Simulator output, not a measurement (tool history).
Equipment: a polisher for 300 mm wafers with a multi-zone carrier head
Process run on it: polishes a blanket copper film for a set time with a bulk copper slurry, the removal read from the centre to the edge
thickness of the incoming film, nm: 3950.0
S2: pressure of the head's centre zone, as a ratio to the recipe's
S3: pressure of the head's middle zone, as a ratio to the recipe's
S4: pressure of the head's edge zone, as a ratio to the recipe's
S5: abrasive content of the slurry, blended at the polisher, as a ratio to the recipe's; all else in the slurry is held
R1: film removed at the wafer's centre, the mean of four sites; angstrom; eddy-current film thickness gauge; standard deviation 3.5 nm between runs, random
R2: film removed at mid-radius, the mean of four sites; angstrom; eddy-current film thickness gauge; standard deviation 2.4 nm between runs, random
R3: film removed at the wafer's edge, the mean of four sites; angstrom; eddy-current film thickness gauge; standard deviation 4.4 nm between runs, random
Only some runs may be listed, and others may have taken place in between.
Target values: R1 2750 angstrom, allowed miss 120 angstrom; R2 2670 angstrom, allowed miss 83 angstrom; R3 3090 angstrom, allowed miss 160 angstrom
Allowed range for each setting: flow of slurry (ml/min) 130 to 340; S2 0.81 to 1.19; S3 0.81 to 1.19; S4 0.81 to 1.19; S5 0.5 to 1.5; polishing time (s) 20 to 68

{"run": 1, "hour": 0.0, "flow of slurry (ml/min)": 220, "S2": 1, "S3": 1, "S4": 1, "S5": 1, "polishing time (s)": 44, "R1": 4153.8, "R2": 3845.8, "R3": 3826.9}
{"run": 2, "hour": 8.8, "flow of slurry (ml/min)": 220, "S2": 1, "S3": 1, "S4": 1, "S5": 1, "polishing time (s)": 37, "R1": 3551, "R2": 3248.6, "R3": 3310.6}
{"run": 3, "hour": 10.8, "flow of slurry (ml/min)": 220, "S2": 1, "S3": 1, "S4": 1.07, "S5": 1, "polishing time (s)": 37, "R1": 3536.1, "R2": 3213.1, "R3": 3383.1}
{"run": 4, "hour": 13.3, "flow of slurry (ml/min)": 220, "S2": 1, "S3": 1, "S4": 1.07, "S5": 0.85, "polishing time (s)": 37, "R1": 3308.8, "R2": 3122.5, "R3": 3317.3}
{"run": 5, "hour": 14.9, "flow of slurry (ml/min)": 220, "S2": 1, "S3": 1, "S4": 1.07, "S5": 0.85, "polishing time (s)": 28, "R1": 2540.7, "R2": 2355.4, "R3": 2478.1}
{"run": 6, "hour": 20.3, "flow of slurry (ml/min)": 220, "S2": 0.99, "S3": 1, "S4": 1.09, "S5": 0.9, "polishing time (s)": 28, "R1": 2547.5, "R2": 2384.1, "R3": 2552.1}
{"run": 7, "hour": 27.9, "flow of slurry (ml/min)": 220, "S2": 0.98, "S3": 1, "S4": 1.1, "S5": 0.95, "polishing time (s)": 28, "R1": 2554.6, "R2": 2406.8, "R3": 2566.6}
{"run": 8, "hour": 36.6, "flow of slurry (ml/min)": 220, "S2": 0.97, "S3": 0.99, "S4": 1.11, "S5": 1, "polishing time (s)": 29, "R1": 2671.3, "R2": 2498.3, "R3": 2734}
{"run": 9, "hour": 43.4, "flow of slurry (ml/min)": 220, "S2": 0.96, "S3": 0.99, "S4": 1.12, "S5": 1, "polishing time (s)": 29, "R1": 2636.7, "R2": 2497, "R3": 2702.2}
{"run": 10, "hour": 47.8, "flow of slurry (ml/min)": 220, "S2": 0.95, "S3": 0.98, "S4": 1.13, "S5": 1.05, "polishing time (s)": 29, "R1": 2621.4, "R2": 2535.1, "R3": 2820.3}
{"run": 11, "hour": 55.2, "flow of slurry (ml/min)": 225, "S2": 0.95, "S3": 0.98, "S4": 1.14, "S5": 1.05, "polishing time (s)": 29, "R1": 2615.5, "R2": 2521.5, "R3": 2786.1}
{"run": 12, "hour": 63.3, "flow of slurry (ml/min)": 225, "S2": 0.95, "S3": 0.98, "S4": 1.15, "S5": 1.1, "polishing time (s)": 29, "R1": 2671.9, "R2": 2546, "R3": 2883.6}
{"run": 13, "hour": 72.2, "flow of slurry (ml/min)": 230, "S2": 0.95, "S3": 0.98, "S4": 1.16, "S5": 1.1, "polishing time (s)": 29, "R1": 2719, "R2": 2574.7, "R3": 2875.4}
{"hour": 78.8, "done": "centre zone pressure recalibrated"}
{"run": 14, "hour": 78.8, "flow of slurry (ml/min)": 230, "S2": 0.94, "S3": 0.98, "S4": 1.16, "S5": 1.1, "polishing time (s)": 29, "R1": 2504.1, "R2": 2517.8, "R3": 2784.8}
{"run": 15, "hour": 81.3, "flow of slurry (ml/min)": 220, "S2": 0.94, "S3": 0.97, "S4": 1.18, "S5": 1.2, "polishing time (s)": 30, "R1": 2644.5, "R2": 2641.8, "R3": 3011.3}

Exactly one of the 4 candidate moves below puts every result within its allowed miss. Which one?
{"run": "A", "hour": 83.8, "flow of slurry (ml/min)": 220, "S2": 0.9, "S3": 0.95, "S4": 1.19, "S5": 1.2, "polishing time (s)": 30, "R1": "?", "R2": "?", "R3": "?"}
{"run": "B", "hour": 83.8, "flow of slurry (ml/min)": 315, "S2": 1.19, "S3": 1.04, "S4": 1.06, "S5": 1.05, "polishing time (s)": 28, "R1": "?", "R2": "?", "R3": "?"}
{"run": "C", "hour": 83.8, "flow of slurry (ml/min)": 260, "S2": 0.99, "S3": 0.96, "S4": 1.19, "S5": 1.15, "polishing time (s)": 30, "R1": "?", "R2": "?", "R3": "?"}
{"run": "D", "hour": 83.8, "flow of slurry (ml/min)": 265, "S2": 0.9, "S3": 1.04, "S4": 1.19, "S5": 1.2, "polishing time (s)": 28, "R1": "?", "R2": "?", "R3": "?"}

move=A R1=2518.5 R2=2610.4 R3=3073.3
move=B R1=3000.3 R2=2644.1 R3=2693.2
move=C R1=2754.6 R2=2656.8 R3=3086.6
move=D R1=2408.9 R2=2686.6 R3=2911.7
A: moves away from the targets compared with the last run
B: pushes the last run's worst result past its target
C: meets every target
D: moves away from the targets compared with the last run
The right move is C.
